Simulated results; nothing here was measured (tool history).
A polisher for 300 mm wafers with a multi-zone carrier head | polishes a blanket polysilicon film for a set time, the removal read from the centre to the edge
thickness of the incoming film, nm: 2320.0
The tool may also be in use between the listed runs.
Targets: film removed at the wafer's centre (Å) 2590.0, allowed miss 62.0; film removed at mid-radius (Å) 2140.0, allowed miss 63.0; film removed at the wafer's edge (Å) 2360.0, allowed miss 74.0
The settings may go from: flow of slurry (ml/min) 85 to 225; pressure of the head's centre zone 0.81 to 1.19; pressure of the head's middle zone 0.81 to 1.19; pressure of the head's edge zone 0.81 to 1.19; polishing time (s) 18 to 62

run,hour,flow of slurry (ml/min),pressure of the head's centre zone,pressure of the head's middle zone,pressure of the head's edge zone,polishing time (s),film removed at the wafer's centre (Å),film removed at mid-radius (Å),film removed at the wafer's edge (Å)
1,0.0,145,1.00,1.00,1.00,40,1478.1,1507.0,1485.7
2,4.2,115,1.00,1.00,1.00,40,1390.5,1450.8,1463.2
3,11.8,125,1.03,0.99,1.03,43,1585.9,1568.0,1611.1
4,18.9,125,1.03,0.99,1.03,38,1414.8,1390.8,1391.2
5,25.6,125,1.03,0.91,1.03,38,1391.6,1292.3,1420.7
6,29.0,125,1.03,0.98,1.03,38,1400.0,1361.0,1416.3
7,33.5,130,1.05,0.98,1.06,42,1585.1,1521.7,1614.0
# hour 42.5: worn pad replaced by a new one
8,42.5,145,1.08,0.99,1.08,44,1961.3,1832.2,1911.9
9,46.4,145,1.08,0.99,1.08,44,1978.2,1837.0,1910.7
10,52.4,185,1.17,0.96,1.18,49,2446.1,2075.2,2276.1
11,60.4,190,1.17,0.96,1.18,49,2452.0,2114.0,2325.3
12,65.4,190,1.17,0.95,1.17,49,2497.0,2069.6,2339.6
13,71.8,195,1.17,0.95,1.17,49,2512.1,2080.8,2311.8
14,76.4,200,1.17,0.95,1.17,49,2477.3,2096.6,2349.7
15,79.7,200,1.17,0.95,1.16,49,2506.7,2076.6,2325.1
16,85.1,205,1.17,0.95,1.16,49,2512.4,2118.4,2288.6
17,87.4,205,1.17,0.95,1.17,49,2500.3,2056.6,2330.1
18,91.9,205,1.17,0.96,1.17,49,2495.6,2096.2,2315.5
19,92.7,210,1.18,0.96,1.17,49,2519.1,2095.2,2294.9

Which of these 5 next moves meets every target?
A,93.5,190,1.11,0.93,1.19,52,?,?,?
B,93.5,190,1.14,0.93,1.15,50,?,?,?
C,93.5,225,1.19,0.94,1.17,48,?,?,?
D,93.5,220,1.13,0.90,1.06,52,?,?,?
E,93.5,210,1.16,1.04,1.16,47,?,?,?

move,film removed at the wafer's centre (Å),film removed at mid-radius (Å),film removed at the wafer's edge (Å)
A,2483.8,2122.7,2448.4
B,2453.2,2040.9,2312.7
C,2518.5,2018.7,2275.3
D,2581.4,2104.5,2340.7
E,2382.7,2134.8,2201.3
A: further off than the last run
B: further off than the last run
C: further off than the last run
D: meets every target
E: further off than the last run
Answer: D
